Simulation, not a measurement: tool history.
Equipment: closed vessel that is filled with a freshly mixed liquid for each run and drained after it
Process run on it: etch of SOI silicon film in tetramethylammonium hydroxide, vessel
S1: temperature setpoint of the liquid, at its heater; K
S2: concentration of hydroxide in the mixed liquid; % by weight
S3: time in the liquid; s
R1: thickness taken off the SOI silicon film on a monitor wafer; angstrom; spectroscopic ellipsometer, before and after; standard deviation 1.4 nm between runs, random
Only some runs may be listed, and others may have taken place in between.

run,hour,S1,S2,S3,R1
1,0.0,331.15,16.5,100,3096.3
2,2.5,331.65,16.5,100,3192.7
3,8.9,335.15,16.5,100,3958.7
4,10.5,335.15,16.5,105,4161.3
5,12.9,335.15,16.5,105,4157.4
6,20.9,334.15,16.5,105,3945.8
7,27.1,333.65,16.5,105,3779.0

Run 8 has not been measured yet. What should we expect?
8,31.9,333.15,16.5,105,?

{"run 8": {"R1": 3673.1}}
